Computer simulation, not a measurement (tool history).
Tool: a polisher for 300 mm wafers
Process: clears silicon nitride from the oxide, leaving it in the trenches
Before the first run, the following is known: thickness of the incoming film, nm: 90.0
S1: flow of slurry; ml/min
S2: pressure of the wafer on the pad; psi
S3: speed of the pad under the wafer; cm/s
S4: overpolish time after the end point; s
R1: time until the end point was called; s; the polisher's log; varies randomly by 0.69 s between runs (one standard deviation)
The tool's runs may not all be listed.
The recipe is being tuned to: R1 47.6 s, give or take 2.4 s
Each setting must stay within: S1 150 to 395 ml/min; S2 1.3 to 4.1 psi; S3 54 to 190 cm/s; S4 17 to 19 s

run 1 hour=0 | S1=250 S2=2.7 S3=122 S4=17 | R1=89.263
run 2 hour=1.5 | S1=250 S2=2.7 S3=142 S4=17 | R1=78.7
run 3 hour=6.6 | S1=210 S2=2.7 S3=142 S4=17 | R1=79.952
run 4 hour=15.2 | S1=210 S2=2.7 S3=142 S4=19 | R1=80.452
-- hour=20.2 head pressure recalibrated
run 5 hour=20.2 | S1=210 S2=2.7 S3=126 S4=19 | R1=80.045
run 6 hour=21.3 | S1=205 S2=3.1 S3=130 S4=19 | R1=68.253
run 7 hour=29.7 | S1=205 S2=3.3 S3=132 S4=19 | R1=63.05
run 8 hour=31.4 | S1=205 S2=3.5 S3=134 S4=19 | R1=58.546
run 9 hour=33.4 | S1=205 S2=3.6 S3=134 S4=19 | R1=55.776
run 10 hour=41.1 | S1=205 S2=3.7 S3=134 S4=19 | R1=55.515
run 11 hour=41.8 | S1=205 S2=3.8 S3=136 S4=19 | R1=51.92

Which of these 4 next moves meets every target?
run A hour=42.5 | S1=250 S2=4 S3=142 S4=19 | R1=?
run B hour=42.5 | S1=175 S2=3.8 S3=138 S4=19 | R1=?
run C hour=42.5 | S1=220 S2=3.6 S3=138 S4=19 | R1=?
run D hour=42.5 | S1=175 S2=3.7 S3=134 S4=19 | R1=?

move=A R1=47.377
move=B R1=52.857
move=C R1=54.542
move=D R1=55.764
A: every result lands within tolerance
B: moves away from the targets compared with the last run
C: moves away from the targets compared with the last run
D: moves away from the targets compared with the last run
The move that meets every target is A.
